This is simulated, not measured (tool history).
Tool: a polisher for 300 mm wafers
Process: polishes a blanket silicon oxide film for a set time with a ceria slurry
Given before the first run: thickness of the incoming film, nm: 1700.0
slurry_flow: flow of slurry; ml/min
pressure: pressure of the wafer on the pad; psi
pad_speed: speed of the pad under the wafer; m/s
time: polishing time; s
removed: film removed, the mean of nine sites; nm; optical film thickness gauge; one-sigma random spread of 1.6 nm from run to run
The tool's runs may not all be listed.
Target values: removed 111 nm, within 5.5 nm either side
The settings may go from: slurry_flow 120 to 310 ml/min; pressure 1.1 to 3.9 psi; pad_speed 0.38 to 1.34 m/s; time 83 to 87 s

run	hour	slurry_flow	pressure	pad_speed	time	removed
1	0	200	2.5	0.86	83	222.43
2	1.3	220	2.5	0.86	83	226.04
3	3.7	205	2.5	0.86	83	224.72
4	4.8	230	2.5	0.86	83	222.9
5	5.4	230	2.2	0.84	83	199.93
6	13.9	270	2.2	0.84	83	199.61
7	17.8	270	2	0.8	83	184.79
8	20.7	270	1.8	0.76	83	163.24
9	24.2	270	1.7	0.74	83	154.82
10	29.8	270	1.6	0.72	83	142.3
11	34.9	270	1.5	0.72	83	142.57
12	42.3	270	1.4	0.7	83	133.75
13	49.7	270	1.3	0.68	83	123.02

Which of these 4 next moves meets every target?
A	57.1	270	1.6	0.66	85	?
B	57.1	280	1.2	0.74	83	?
C	57.1	265	1.2	0.76	83	?
D	57.1	290	1.2	0.6	86	?

move	removed
A	134.85
B	127.87
C	130.52
D	108.65
A: misses by more than the last run did
B: misses by more than the last run did
C: misses by more than the last run did
D: every result lands within tolerance
Move D is the one to make.
